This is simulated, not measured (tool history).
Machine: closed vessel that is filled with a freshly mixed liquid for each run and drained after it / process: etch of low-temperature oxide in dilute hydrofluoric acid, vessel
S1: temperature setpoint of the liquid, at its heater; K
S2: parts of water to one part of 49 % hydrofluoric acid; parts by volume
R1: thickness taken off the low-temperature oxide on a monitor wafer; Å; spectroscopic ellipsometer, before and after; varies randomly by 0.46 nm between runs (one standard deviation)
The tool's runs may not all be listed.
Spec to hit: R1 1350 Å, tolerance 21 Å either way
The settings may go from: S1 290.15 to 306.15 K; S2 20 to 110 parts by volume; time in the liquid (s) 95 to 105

run 1 day=0 | S1=298.15 S2=60 time_in_the_liquid_(s)=95 | R1=695.7
run 2 day=0.092 | S1=299.15 S2=60 time_in_the_liquid_(s)=95 | R1=728.48
run 3 day=0.471 | S1=300.15 S2=60 time_in_the_liquid_(s)=95 | R1=750.78
run 4 day=0.604 | S1=301.15 S2=55 time_in_the_liquid_(s)=95 | R1=866.47
run 5 day=0.725 | S1=303.15 S2=55 time_in_the_liquid_(s)=95 | R1=935.77
run 6 day=1.004 | S1=303.65 S2=55 time_in_the_liquid_(s)=95 | R1=947.01
run 7 day=1.371 | S1=304.15 S2=55 time_in_the_liquid_(s)=95 | R1=971.12
run 8 day=1.7 | S1=304.65 S2=55 time_in_the_liquid_(s)=95 | R1=992.94
run 9 day=1.767 | S1=306.15 S2=40 time_in_the_liquid_(s)=95 | R1=1486.1
run 10 day=1.846 | S1=305.65 S2=40 time_in_the_liquid_(s)=95 | R1=1453.4
run 11 day=1.983 | S1=304.65 S2=40 time_in_the_liquid_(s)=95 | R1=1399.1

Below are 4 possible settings for the next run. Only one of them brings all results inside the allowed miss of their targets. Which is it?
run A day=2.121 | S1=303.65 S2=40 time_in_the_liquid_(s)=95 | R1=?
run B day=2.121 | S1=303.65 S2=45 time_in_the_liquid_(s)=105 | R1=?
run C day=2.121 | S1=303.15 S2=45 time_in_the_liquid_(s)=105 | R1=?
run D day=2.121 | S1=306.15 S2=45 time_in_the_liquid_(s)=95 | R1=?

move=A R1=1336.8
move=B R1=1303.7
move=C R1=1278.2
move=D R1=1300.4
A: every result within its allowed miss
B: carries the result that was furthest off beyond its target, to the other side
C: carries the result that was furthest off beyond its target, to the other side
D: carries the result that was furthest off beyond its target, to the other side
The right move is A.
